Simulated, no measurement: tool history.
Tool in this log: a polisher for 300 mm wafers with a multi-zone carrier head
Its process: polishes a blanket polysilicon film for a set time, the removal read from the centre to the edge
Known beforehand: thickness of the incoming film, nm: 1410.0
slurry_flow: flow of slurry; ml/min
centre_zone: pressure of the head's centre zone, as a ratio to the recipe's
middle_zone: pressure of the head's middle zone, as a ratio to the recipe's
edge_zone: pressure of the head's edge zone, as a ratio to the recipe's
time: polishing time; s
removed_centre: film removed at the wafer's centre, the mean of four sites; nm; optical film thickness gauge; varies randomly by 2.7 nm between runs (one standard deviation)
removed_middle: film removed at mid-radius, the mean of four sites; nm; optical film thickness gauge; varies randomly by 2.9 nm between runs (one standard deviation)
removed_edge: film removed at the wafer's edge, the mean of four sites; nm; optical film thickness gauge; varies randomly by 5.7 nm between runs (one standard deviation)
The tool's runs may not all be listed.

| run | day | slurry_flow | centre_zone | middle_zone | edge_zone | time | removed_centre | removed_middle | removed_edge |
|---|---|---|---|---|---|---|---|---|---|
| 1 | 0 | 280 | 1 | 1 | 1 | 45 | 281.2 | 278.28 | 279.57 |
| 2 | 0.062 | 280 | 0.96 | 1.01 | 1.05 | 48 | 288.61 | 300.02 | 306.05 |
| 3 | 0.2 | 280 | 0.96 | 0.93 | 1.05 | 48 | 281.82 | 279.25 | 303.51 |
| 4 | 0.367 | 280 | 0.99 | 0.93 | 1.05 | 48 | 296.97 | 282.73 | 306.43 |
| 5 | 0.617 | 275 | 0.96 | 0.96 | 1.09 | 51 | 310.03 | 306.02 | 332.62 |
| 6 | 0.975 | 275 | 0.92 | 0.96 | 1.09 | 51 | 286.94 | 303.25 | 320.03 |
| 7 | 1.146 | 280 | 0.9 | 0.97 | 1.12 | 54 | 304.24 | 330.68 | 353.14 |
| 8 | 1.267 | 295 | 0.88 | 0.98 | 1.14 | 55 | 297.49 | 332.04 | 365.67 |
| 9 | 1.529 | 310 | 0.88 | 1.02 | 1.15 | 55 | 303.17 | 355.39 | 362.05 |
| 10 | 1.588 | 305 | 0.87 | 1.01 | 1.16 | 56 | 308.93 | 355.37 | 382.54 |
| 11 | 1.658 | 310 | 0.87 | 1.02 | 1.17 | 56 | 307.54 | 362.17 | 370.19 |
| 12 | 1.683 | 305 | 0.86 | 1.01 | 1.17 | 57 | 307.31 | 366.69 | 373.26 |
| 13 | 1.975 | 320 | 0.85 | 1 | 1.18 | 58 | 308.84 | 365.87 | 393.77 |
| 14 | 2.212 | 325 | 0.85 | 1 | 1.18 | 58 | 315.02 | 367.1 | 391.22 |

Run 15 comes next. What will it give?
| 15 | 2.496 | 320 | 0.85 | 1 | 1.18 | 58 | ? | ? | ? |

removed_centre: 309.07 nm
removed_middle: 365.01 nm
removed_edge: 399.18 nm
